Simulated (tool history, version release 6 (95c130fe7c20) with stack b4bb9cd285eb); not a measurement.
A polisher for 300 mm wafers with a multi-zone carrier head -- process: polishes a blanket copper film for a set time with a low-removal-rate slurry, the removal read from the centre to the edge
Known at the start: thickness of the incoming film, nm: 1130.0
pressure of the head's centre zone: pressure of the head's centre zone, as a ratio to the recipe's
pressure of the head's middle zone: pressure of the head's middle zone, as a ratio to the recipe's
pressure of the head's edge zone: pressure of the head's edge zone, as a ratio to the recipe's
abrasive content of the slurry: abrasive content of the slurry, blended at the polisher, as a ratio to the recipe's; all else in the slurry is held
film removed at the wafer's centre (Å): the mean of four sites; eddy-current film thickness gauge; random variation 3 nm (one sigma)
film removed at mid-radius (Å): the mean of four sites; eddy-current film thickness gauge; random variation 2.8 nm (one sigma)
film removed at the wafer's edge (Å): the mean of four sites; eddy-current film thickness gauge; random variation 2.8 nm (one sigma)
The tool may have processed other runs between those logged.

run,hour,flow of slurry (ml/min),pressure of the head's centre zone,pressure of the head's middle zone,pressure of the head's edge zone,abrasive content of the slurry,polishing time (s),film removed at the wafer's centre (Å),film removed at mid-radius (Å),film removed at the wafer's edge (Å)
1,0,205,1,1,1,1,71,1558.7,1567.8,1526.3
2,2,205,1,1.01,1.01,1.05,73,1618.3,1645.4,1602.8
3,7.3,205,1,1.03,1.02,1.1,74,1691.9,1700.3,1690.8
4,15.8,210,1,1.05,1.02,1.15,75,1744.8,1774.5,1707.9
5,19.4,210,1,1.11,1.02,1.15,75,1738.7,1880.6,1665.5
6,25.8,185,1,1.11,1.02,1.15,75,1695.7,1859.1,1681.5
7,32.3,185,1,1.12,1.03,1.2,76,1755.3,1913.7,1770.2
8,39.6,185,1,1.13,1.04,1.25,77,1784.9,1974.8,1772.7
9,42.2,185,1,1.13,1.05,1.3,78,1786,1973.2,1850.7
10,49.8,185,1.01,1.14,1.06,1.35,79,1855,2051.9,1912.1
11,54.5,185,1.02,1.15,1.07,1.35,79,1878.1,2033.1,1912.9
12,61.6,185,1.02,1.16,1.07,1.35,80,1921,2083.6,1911.4

Predict the results of run 13:
13,66.6,185,1.02,1.16,1.07,1.35,81,?,?,?

film removed at the wafer's centre (Å): 1927.6
film removed at mid-radius (Å): 2102.6
film removed at the wafer's edge (Å): 1893.8
